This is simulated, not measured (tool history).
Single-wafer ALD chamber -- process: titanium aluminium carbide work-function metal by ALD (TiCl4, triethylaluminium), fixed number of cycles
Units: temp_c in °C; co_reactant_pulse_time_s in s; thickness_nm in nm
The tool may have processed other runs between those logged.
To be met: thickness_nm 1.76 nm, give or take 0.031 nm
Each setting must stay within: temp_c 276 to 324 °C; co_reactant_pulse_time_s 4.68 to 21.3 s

run	hour	temp_c	co_reactant_pulse_time_s	thickness_nm
1	0	300	12.99	1.8849
2	6	300	9.64	1.8586
3	11.6	300	10.97	1.8717
4	13.7	298	10.8	1.8607
5	19.9	298	8.63	1.8197
6	24.5	297	8.54	1.8152
7	30.3	296	8.46	1.8039
8	38.2	295	8.4	1.7991
9	45.4	295	8.34	1.7991

4 candidate next runs follow, results not yet known. Just one meets every target within its allowed miss. Identify it.
A	52.6	283	9.09	?
B	52.6	300	7.33	?
C	52.6	306	4.68	?
D	52.6	286	7.65	?

move	thickness_nm
A	1.6938
B	1.812
C	1.7646
D	1.6946
A: takes the result that was furthest off past its target
B: lands further from the targets than the last run did
C: in spec on every target
D: takes the result that was furthest off past its target
So the answer is move C, the one that meets all the targets.

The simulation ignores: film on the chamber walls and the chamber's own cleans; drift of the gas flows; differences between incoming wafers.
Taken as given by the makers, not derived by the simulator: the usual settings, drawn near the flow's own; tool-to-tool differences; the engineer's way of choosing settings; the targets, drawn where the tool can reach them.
